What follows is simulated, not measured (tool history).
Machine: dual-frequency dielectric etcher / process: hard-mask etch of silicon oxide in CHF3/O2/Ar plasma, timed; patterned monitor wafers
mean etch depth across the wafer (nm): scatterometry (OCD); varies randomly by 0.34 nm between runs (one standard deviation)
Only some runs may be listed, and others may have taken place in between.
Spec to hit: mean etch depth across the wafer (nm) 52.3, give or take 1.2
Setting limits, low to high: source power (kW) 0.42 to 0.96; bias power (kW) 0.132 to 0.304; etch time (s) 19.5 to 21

run	day	source power (kW)	bias power (kW)	etch time (s)	mean etch depth across the wafer (nm)
1	0	0.69	0.218	21	46.389
2	0.342	0.69	0.232	21	46.707
3	0.588	0.58	0.232	21	43.723
4	0.879	0.69	0.232	21	46.787
5	1.204	0.69	0.251	21	48.227
6	1.275	0.73	0.254	21	48.629
7	1.588	0.77	0.259	21	50.551
8	1.808	0.79	0.261	21	50.685

Which one of the following 5 next-run settings gets every result inside its allowed miss? There is exactly one.
A	2.029	0.85	0.262	20	?
B	2.029	0.75	0.276	20.5	?
C	2.029	0.81	0.287	21	?
D	2.029	0.78	0.257	20	?
E	2.029	0.77	0.24	21	?

move	mean etch depth across the wafer (nm)
A	49.37
B	48.903
C	51.993
D	47.63
E	49.04
A: further off than the last run
B: further off than the last run
C: meets every target
D: further off than the last run
E: further off than the last run
The move that meets every target is C.

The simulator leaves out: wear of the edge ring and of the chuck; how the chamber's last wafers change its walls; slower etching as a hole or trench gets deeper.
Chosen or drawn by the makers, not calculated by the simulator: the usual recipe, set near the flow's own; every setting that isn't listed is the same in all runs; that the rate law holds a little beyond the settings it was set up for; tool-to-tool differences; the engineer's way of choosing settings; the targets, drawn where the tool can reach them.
